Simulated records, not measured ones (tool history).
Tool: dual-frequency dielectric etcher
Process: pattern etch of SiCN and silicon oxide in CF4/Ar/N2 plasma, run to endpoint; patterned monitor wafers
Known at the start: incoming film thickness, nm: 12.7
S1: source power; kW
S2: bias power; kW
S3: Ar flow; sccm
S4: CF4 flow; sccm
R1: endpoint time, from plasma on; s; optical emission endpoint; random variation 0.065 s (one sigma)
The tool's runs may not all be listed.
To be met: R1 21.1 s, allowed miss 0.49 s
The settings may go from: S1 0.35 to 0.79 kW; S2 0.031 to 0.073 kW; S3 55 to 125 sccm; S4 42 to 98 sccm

| run | day | S1 | S2 | S3 | S4 | R1 |
|---|---|---|---|---|---|---|
| 1 | 0 | 0.57 | 0.052 | 90 | 70 | 14.589 |
| 2 | 0.188 | 0.55 | 0.051 | 90 | 70 | 15.229 |
| 3 | 0.25 | 0.55 | 0.051 | 90 | 75 | 15.035 |
| 4 | 0.508 | 0.64 | 0.051 | 90 | 75 | 12.974 |
| 5 | 0.55 | 0.61 | 0.051 | 90 | 75 | 13.627 |
| 6 | 0.758 | 0.61 | 0.051 | 90 | 63 | 13.974 |
| 7 | 1.004 | 0.58 | 0.051 | 90 | 63 | 14.661 |
| 8 | 1.138 | 0.56 | 0.051 | 90 | 63 | 15.17 |
| 9 | 1.321 | 0.56 | 0.051 | 90 | 63 | 15.168 |
| 10 | 1.625 | 0.54 | 0.051 | 90 | 63 | 15.703 |
| 11 | 1.817 | 0.52 | 0.051 | 90 | 63 | 16.211 |

Which of these 5 next moves meets every target?
| A | 2.008 | 0.35 | 0.047 | 96 | 57 | ? |
| B | 2.008 | 0.4 | 0.042 | 98 | 66 | ? |
| C | 2.008 | 0.41 | 0.04 | 115 | 62 | ? |
| D | 2.008 | 0.39 | 0.044 | 97 | 69 | ? |
| E | 2.008 | 0.41 | 0.046 | 98 | 61 | ? |

| move | R1 |
|---|---|
| A | 24.891 |
| B | 21.902 |
| C | 22.403 |
| D | 22.076 |
| E | 21.287 |
A: takes the result that was furthest off past its target
B: takes the result that was furthest off past its target
C: takes the result that was furthest off past its target
D: takes the result that was furthest off past its target
E: meets every target
Move E is the one to make.
